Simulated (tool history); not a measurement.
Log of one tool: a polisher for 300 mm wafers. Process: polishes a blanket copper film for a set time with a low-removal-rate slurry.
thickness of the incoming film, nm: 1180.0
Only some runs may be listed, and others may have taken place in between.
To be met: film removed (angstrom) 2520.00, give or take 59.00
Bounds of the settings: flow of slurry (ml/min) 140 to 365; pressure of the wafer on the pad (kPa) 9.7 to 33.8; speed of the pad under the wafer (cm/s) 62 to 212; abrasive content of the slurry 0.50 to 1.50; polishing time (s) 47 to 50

| run | hour | flow of slurry (ml/min) | pressure of the wafer on the pad (kPa) | speed of the pad under the wafer (cm/s) | abrasive content of the slurry | polishing time (s) | film removed (angstrom) |
|---|---|---|---|---|---|---|---|
| 1 | 0.0 | 235 | 21.4 | 136 | 1.00 | 47 | 1856.60 |
| 2 | 8.3 | 235 | 15.9 | 136 | 1.00 | 47 | 1363.40 |
| 3 | 16.9 | 235 | 13.8 | 136 | 1.00 | 47 | 1216.70 |
| 4 | 20.2 | 215 | 13.8 | 136 | 1.00 | 47 | 1197.50 |
| 5 | 26.5 | 215 | 13.8 | 136 | 1.15 | 47 | 1218.90 |
| 6 | 30.6 | 215 | 9.7 | 136 | 1.15 | 47 | 869.23 |
| 7 | 39.5 | 220 | 14.5 | 136 | 1.15 | 47 | 1292.30 |
| 8 | 46.4 | 235 | 17.9 | 136 | 1.15 | 47 | 1589.60 |
| 9 | 50.8 | 235 | 17.9 | 136 | 1.15 | 47 | 1596.70 |
| 10 | 53.6 | 265 | 20.0 | 136 | 1.15 | 47 | 1803.60 |
| 11 | 58.5 | 270 | 22.1 | 136 | 1.15 | 47 | 1980.00 |
| 12 | 62.9 | 270 | 23.4 | 136 | 1.15 | 47 | 2115.70 |
| 13 | 70.3 | 270 | 24.8 | 136 | 1.15 | 47 | 2223.00 |
| 14 | 78.3 | 285 | 25.5 | 136 | 1.15 | 47 | 2307.90 |
| 15 | 84.3 | 285 | 26.2 | 136 | 1.15 | 47 | 2352.50 |
| 16 | 90.0 | 285 | 26.9 | 136 | 1.15 | 47 | 2436.30 |

Which of these 4 next moves meets every target?
| A | 95.7 | 235 | 21.4 | 162 | 1.20 | 49 | ? |
| B | 95.7 | 345 | 28.3 | 120 | 1.10 | 49 | ? |
| C | 95.7 | 305 | 24.1 | 150 | 1.05 | 47 | ? |
| D | 95.7 | 260 | 32.4 | 124 | 0.90 | 47 | ? |

| move | film removed (angstrom) |
|---|---|
| A | 2352.50 |
| B | 2364.90 |
| C | 2369.90 |
| D | 2524.00 |
A: the biggest miss grows against the last run
B: the biggest miss grows against the last run
C: the biggest miss grows against the last run
D: meets every target
D meets every target.
